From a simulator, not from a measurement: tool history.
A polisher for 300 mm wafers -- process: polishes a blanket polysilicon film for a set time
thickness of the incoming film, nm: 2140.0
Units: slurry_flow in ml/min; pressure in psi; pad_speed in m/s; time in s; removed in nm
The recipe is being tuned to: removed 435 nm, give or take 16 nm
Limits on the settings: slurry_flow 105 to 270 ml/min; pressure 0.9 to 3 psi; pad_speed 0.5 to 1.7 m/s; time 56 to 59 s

{"run": 1, "day": 0.0, "slurry_flow": 175, "pressure": 1.9, "pad_speed": 1.1, "time": 56, "removed": 279.78}
{"run": 2, "day": 0.15, "slurry_flow": 175, "pressure": 2.4, "pad_speed": 1.1, "time": 56, "removed": 358.67}
{"run": 3, "day": 0.175, "slurry_flow": 180, "pressure": 2.6, "pad_speed": 1.1, "time": 56, "removed": 381.42}
{"run": 4, "day": 0.288, "slurry_flow": 180, "pressure": 2.8, "pad_speed": 1.1, "time": 56, "removed": 406.54}
{"run": 5, "day": 0.471, "slurry_flow": 180, "pressure": 2.8, "pad_speed": 0.96, "time": 56, "removed": 354.79}
{"run": 6, "day": 0.7, "slurry_flow": 180, "pressure": 2.8, "pad_speed": 0.96, "time": 56, "removed": 363.44}
{"run": 7, "day": 0.983, "slurry_flow": 180, "pressure": 2.8, "pad_speed": 0.98, "time": 56, "removed": 370.71}
{"run": 8, "day": 1.117, "slurry_flow": 180, "pressure": 2.9, "pad_speed": 1.02, "time": 56, "removed": 385.71}
{"run": 9, "day": 1.462, "slurry_flow": 180, "pressure": 2.9, "pad_speed": 1.04, "time": 56, "removed": 399.68}

5 candidate next runs follow, results not yet known. Just one meets every target within its allowed miss. Identify it.
{"run": "A", "day": 1.808, "slurry_flow": 205, "pressure": 2.9, "pad_speed": 0.98, "time": 57, "removed": "?"}
{"run": "B", "day": 1.808, "slurry_flow": 195, "pressure": 2.4, "pad_speed": 1.28, "time": 56, "removed": "?"}
{"run": "C", "day": 1.808, "slurry_flow": 175, "pressure": 2.8, "pad_speed": 1.2, "time": 59, "removed": "?"}
{"run": "D", "day": 1.808, "slurry_flow": 130, "pressure": 2.9, "pad_speed": 1.26, "time": 59, "removed": "?"}
{"run": "E", "day": 1.808, "slurry_flow": 140, "pressure": 3, "pad_speed": 1.06, "time": 59, "removed": "?"}

move=A removed=388.78
move=B removed=408.78
move=C removed=463.58
move=D removed=480.49
move=E removed=425.22
A: lands further from the targets than the last run did
B: nearer than the last run, and not there yet
C: moves the result that the last run missed by most past its target, out the other side
D: moves the result that the last run missed by most past its target, out the other side
E: all results land within tolerance of their targets
Go with E: it meets all targets.
